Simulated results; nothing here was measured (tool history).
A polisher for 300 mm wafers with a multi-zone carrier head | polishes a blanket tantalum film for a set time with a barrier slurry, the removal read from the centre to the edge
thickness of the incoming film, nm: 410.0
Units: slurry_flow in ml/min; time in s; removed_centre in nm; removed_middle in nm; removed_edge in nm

Run 1, hour 0: slurry_flow 200 ml/min, centre_zone 1, middle_zone 1, edge_zone 1, slurry_solids 1, time 70 s. Result: removed_centre 96.172 nm, removed_middle 102.83 nm, removed_edge 96.817 nm.
Run 2, hour 3.1: slurry_flow 200 ml/min, centre_zone 0.99, middle_zone 0.99, edge_zone 0.99, slurry_solids 0.95, time 70 s. Result: removed_centre 91.6 nm, removed_middle 100.82 nm, removed_edge 98.167 nm.
Run 3, hour 6.8: slurry_flow 200 ml/min, centre_zone 1, middle_zone 1, edge_zone 0.99, slurry_solids 0.9, time 68 s. Result: removed_centre 88.466 nm, removed_middle 97.922 nm, removed_edge 92.792 nm.
Run 4, hour 14: slurry_flow 200 ml/min, centre_zone 1.01, middle_zone 1, edge_zone 0.99, slurry_solids 0.85, time 67 s. Result: removed_centre 85.024 nm, removed_middle 95.145 nm, removed_edge 88.007 nm.
Run 5, hour 16.5: slurry_flow 200 ml/min, centre_zone 1.01, middle_zone 1, edge_zone 0.99, slurry_solids 0.85, time 52 s. Result: removed_centre 67.437 nm, removed_middle 72.407 nm, removed_edge 70.929 nm.
Run 6, hour 22.2: slurry_flow 200 ml/min, centre_zone 1.01, middle_zone 1, edge_zone 0.99, slurry_solids 0.85, time 40 s. Result: removed_centre 51.846 nm, removed_middle 55.108 nm, removed_edge 54.028 nm.
Run 7, hour 22.9: slurry_flow 200 ml/min, centre_zone 1.01, middle_zone 1.01, edge_zone 1, slurry_solids 0.9, time 42 s. Result: removed_centre 56.223 nm, removed_middle 60.073 nm, removed_edge 56.474 nm.
Run 8, hour 31.3: slurry_flow 200 ml/min, centre_zone 1, middle_zone 1, edge_zone 1, slurry_solids 0.95, time 44 s. Result: removed_centre 58.514 nm, removed_middle 62.695 nm, removed_edge 61.112 nm.
Run 9, hour 38.9: slurry_flow 200 ml/min, centre_zone 0.99, middle_zone 1, edge_zone 1, slurry_solids 1, time 45 s. Result: removed_centre 60.834 nm, removed_middle 64.738 nm, removed_edge 62.799 nm.

The next listed run, before its measurement:
Run 10, hour 41.7: slurry_flow 200 ml/min, centre_zone 0.98, middle_zone 1, edge_zone 1, slurry_solids 1.05, time 46 s. Result: removed_centre ?, removed_middle ?, removed_edge ?.

removed_centre: 61.767 nm
removed_middle: 65.888 nm
removed_edge: 65.886 nm
